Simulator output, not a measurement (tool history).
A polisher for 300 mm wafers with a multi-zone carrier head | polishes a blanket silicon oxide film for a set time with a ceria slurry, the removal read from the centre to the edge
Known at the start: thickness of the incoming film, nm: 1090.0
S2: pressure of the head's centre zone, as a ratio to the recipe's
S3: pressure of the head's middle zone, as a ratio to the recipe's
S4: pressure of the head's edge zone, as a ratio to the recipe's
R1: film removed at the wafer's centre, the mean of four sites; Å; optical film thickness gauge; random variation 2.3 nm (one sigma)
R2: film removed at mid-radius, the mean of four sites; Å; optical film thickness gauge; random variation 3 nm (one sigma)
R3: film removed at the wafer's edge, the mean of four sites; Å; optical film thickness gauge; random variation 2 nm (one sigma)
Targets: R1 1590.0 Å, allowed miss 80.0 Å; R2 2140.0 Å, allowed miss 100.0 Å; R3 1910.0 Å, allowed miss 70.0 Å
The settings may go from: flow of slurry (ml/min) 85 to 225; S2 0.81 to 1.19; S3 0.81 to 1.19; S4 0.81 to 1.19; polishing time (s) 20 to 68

{"run": 1, "hour": 0.0, "flow of slurry (ml/min)": 145, "S2": 1.0, "S3": 1.0, "S4": 1.0, "polishing time (s)": 44, "R1": 2042.9, "R2": 2126.1, "R3": 2123.5}
{"run": 2, "hour": 4.7, "flow of slurry (ml/min)": 135, "S2": 0.95, "S3": 1.03, "S4": 0.98, "polishing time (s)": 43, "R1": 1864.4, "R2": 2112.9, "R3": 2028.9}
{"run": 3, "hour": 11.4, "flow of slurry (ml/min)": 125, "S2": 0.92, "S3": 1.05, "S4": 0.97, "polishing time (s)": 43, "R1": 1732.9, "R2": 2014.0, "R3": 1978.7}
{"run": 4, "hour": 16.5, "flow of slurry (ml/min)": 125, "S2": 0.92, "S3": 1.01, "S4": 0.97, "polishing time (s)": 43, "R1": 1798.5, "R2": 2024.3, "R3": 2020.7}
{"run": 5, "hour": 25.3, "flow of slurry (ml/min)": 125, "S2": 0.92, "S3": 1.01, "S4": 0.97, "polishing time (s)": 33, "R1": 1378.6, "R2": 1558.8, "R3": 1559.1}
{"run": 6, "hour": 33.0, "flow of slurry (ml/min)": 125, "S2": 0.99, "S3": 1.01, "S4": 0.97, "polishing time (s)": 33, "R1": 1435.5, "R2": 1573.2, "R3": 1524.9}
{"run": 7, "hour": 34.2, "flow of slurry (ml/min)": 145, "S2": 0.96, "S3": 1.06, "S4": 1.0, "polishing time (s)": 34, "R1": 1534.9, "R2": 1689.6, "R3": 1672.9}
{"run": 8, "hour": 36.5, "flow of slurry (ml/min)": 145, "S2": 0.92, "S3": 1.1, "S4": 0.97, "polishing time (s)": 36, "R1": 1505.6, "R2": 1898.9, "R3": 1726.1}

Which of these 4 next moves meets every target?
{"run": "A", "hour": 38.8, "flow of slurry (ml/min)": 120, "S2": 0.86, "S3": 1.14, "S4": 0.94, "polishing time (s)": 42, "R1": "?", "R2": "?", "R3": "?"}
{"run": "B", "hour": 38.8, "flow of slurry (ml/min)": 115, "S2": 0.91, "S3": 0.93, "S4": 1.15, "polishing time (s)": 35, "R1": "?", "R2": "?", "R3": "?"}
{"run": "C", "hour": 38.8, "flow of slurry (ml/min)": 140, "S2": 0.93, "S3": 0.91, "S4": 1.17, "polishing time (s)": 36, "R1": "?", "R2": "?", "R3": "?"}
{"run": "D", "hour": 38.8, "flow of slurry (ml/min)": 175, "S2": 0.98, "S3": 1.18, "S4": 0.85, "polishing time (s)": 33, "R1": "?", "R2": "?", "R3": "?"}

move=A R1=1597.8 R2=2146.7 R3=1928.9
move=B R1=1388.7 R2=1486.7 R3=1765.6
move=C R1=1545.2 R2=1578.6 R3=1898.4
move=D R1=1572.8 R2=1886.6 R3=1534.7
A: meets every target
B: further off than the last run
C: brings the result that was furthest off to its target, and leaves another outside
D: further off than the last run
Move A is the one to make.
